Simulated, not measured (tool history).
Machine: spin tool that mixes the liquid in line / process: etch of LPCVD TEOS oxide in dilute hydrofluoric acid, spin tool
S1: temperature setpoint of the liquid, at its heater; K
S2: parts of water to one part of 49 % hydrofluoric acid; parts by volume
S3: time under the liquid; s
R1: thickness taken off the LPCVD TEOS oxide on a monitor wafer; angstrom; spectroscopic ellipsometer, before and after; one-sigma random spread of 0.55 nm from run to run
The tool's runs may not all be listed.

{"run": 1, "day": 0.0, "S1": 293.15, "S2": 135, "S3": 275, "R1": 317.59}
{"run": 2, "day": 0.325, "S1": 293.15, "S2": 115, "S3": 275, "R1": 385.82}
{"run": 3, "day": 0.617, "S1": 295.65, "S2": 105, "S3": 275, "R1": 471.7}
{"run": 4, "day": 0.65, "S1": 295.65, "S2": 85, "S3": 275, "R1": 595.99}
{"run": 5, "day": 0.717, "S1": 296.65, "S2": 85, "S3": 275, "R1": 613.95}
{"run": 6, "day": 0.858, "S1": 296.65, "S2": 85, "S3": 275, "R1": 624.94}
{"run": 7, "day": 0.942, "S1": 297.15, "S2": 85, "S3": 275, "R1": 633.87}

Forecast run 8:
{"run": 8, "day": 1.096, "S1": 297.65, "S2": 85, "S3": 275, "R1": "?"}

{"run 8": {"R1": 654.48}}
